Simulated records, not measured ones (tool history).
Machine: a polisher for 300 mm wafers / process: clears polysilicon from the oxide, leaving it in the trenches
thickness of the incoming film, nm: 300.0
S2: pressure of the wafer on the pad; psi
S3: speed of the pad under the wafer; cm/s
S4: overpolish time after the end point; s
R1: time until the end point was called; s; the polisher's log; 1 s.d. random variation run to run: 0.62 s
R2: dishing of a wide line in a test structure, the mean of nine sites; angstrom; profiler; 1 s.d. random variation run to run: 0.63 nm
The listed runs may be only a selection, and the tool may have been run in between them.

run 1 hour=0.0 | flow_of_slurry_(ml/min)=240 S2=2.0 S3=86 S4=30 | R1=28.138 R2=842.60
run 2 hour=7.2 | flow_of_slurry_(ml/min)=240 S2=2.0 S3=86 S4=36 | R1=29.191 R2=853.57
run 3 hour=16.1 | flow_of_slurry_(ml/min)=280 S2=2.0 S3=86 S4=36 | R1=28.681 R2=892.41
run 4 hour=17.4 | flow_of_slurry_(ml/min)=235 S2=1.7 S3=84 S4=27 | R1=33.454 R2=814.19
run 5 hour=21.5 | flow_of_slurry_(ml/min)=210 S2=1.7 S3=84 S4=27 | R1=33.597 R2=809.77
run 6 hour=27.2 | flow_of_slurry_(ml/min)=190 S2=1.7 S3=76 S4=21 | R1=37.383 R2=718.12
run 7 hour=30.8 | flow_of_slurry_(ml/min)=175 S2=2.0 S3=62 S4=17 | R1=39.258 R2=670.02
run 8 hour=39.1 | flow_of_slurry_(ml/min)=165 S2=2.2 S3=54 S4=14 | R1=41.030 R2=588.89

Expected results for the next run?
run 9 hour=43.8 | flow_of_slurry_(ml/min)=160 S2=2.4 S3=48 S4=12 | R1=? R2=?

For run 9 the tool returned R1 41.518 s, R2 548.66 angstrom.

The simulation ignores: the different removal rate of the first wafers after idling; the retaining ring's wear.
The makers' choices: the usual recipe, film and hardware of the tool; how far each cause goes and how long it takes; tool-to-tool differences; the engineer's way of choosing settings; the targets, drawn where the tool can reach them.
